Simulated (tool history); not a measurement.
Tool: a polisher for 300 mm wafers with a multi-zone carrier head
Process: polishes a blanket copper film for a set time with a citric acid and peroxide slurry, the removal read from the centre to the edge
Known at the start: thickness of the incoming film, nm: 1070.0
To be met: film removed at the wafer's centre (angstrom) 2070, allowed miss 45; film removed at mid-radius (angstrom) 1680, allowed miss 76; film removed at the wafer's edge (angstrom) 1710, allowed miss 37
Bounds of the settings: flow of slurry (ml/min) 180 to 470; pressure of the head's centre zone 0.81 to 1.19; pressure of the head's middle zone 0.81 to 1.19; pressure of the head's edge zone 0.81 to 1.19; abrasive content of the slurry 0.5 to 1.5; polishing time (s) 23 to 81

run	day	flow of slurry (ml/min)	pressure of the head's centre zone	pressure of the head's middle zone	pressure of the head's edge zone	abrasive content of the slurry	polishing time (s)	film removed at the wafer's centre (angstrom)	film removed at mid-radius (angstrom)	film removed at the wafer's edge (angstrom)
1	0	300	1	1	1	1	52	1610.7	1516.8	1602.6
2	0.362	235	1	1	1	1	52	1532.7	1445.2	1560.2
3	0.608	235	1	1.07	1	1	52	1527.1	1526	1551.2
4	0.812	235	1	1.07	0.97	1	52	1520.2	1511.9	1533
5	0.962	290	1.05	1.06	0.99	1	52	1663.9	1552.1	1593.8
6	1.171	335	1.09	1.06	0.99	1	52	1775.5	1641.7	1600.4
7	1.429	365	1.12	1.03	1.01	1	52	1840.2	1627.1	1642.7
8	1.483	390	1.14	1.02	1.01	1	52	1882.5	1600.5	1654.8
# day 1.729: slurry nozzle cleaned
9	1.729	405	1.16	1.02	1	1.05	52	1984.3	1660.3	1678.9

4 next moves are on the table. One of them brings every result within its allowed miss. Which?
A	1.975	400	1.17	0.99	1.02	0.9	52	?	?	?
B	1.975	420	1.13	0.97	0.91	1.05	55	?	?	?
C	1.975	455	1.17	0.84	0.9	0.85	57	?	?	?
D	1.975	300	1.18	1.02	0.87	1.25	52	?	?	?

move	film removed at the wafer's centre (angstrom)	film removed at mid-radius (angstrom)	film removed at the wafer's edge (angstrom)
A	1938.5	1604.6	1644.9
B	2054.5	1731.5	1709
C	2118.5	1530.1	1694.5
D	2040.2	1721.8	1605.8
A: further off than the last run
B: meets every target
C: takes the result that was furthest off past its target
D: brings the result that was furthest off to its target, and leaves another outside
Move B is the one to make.
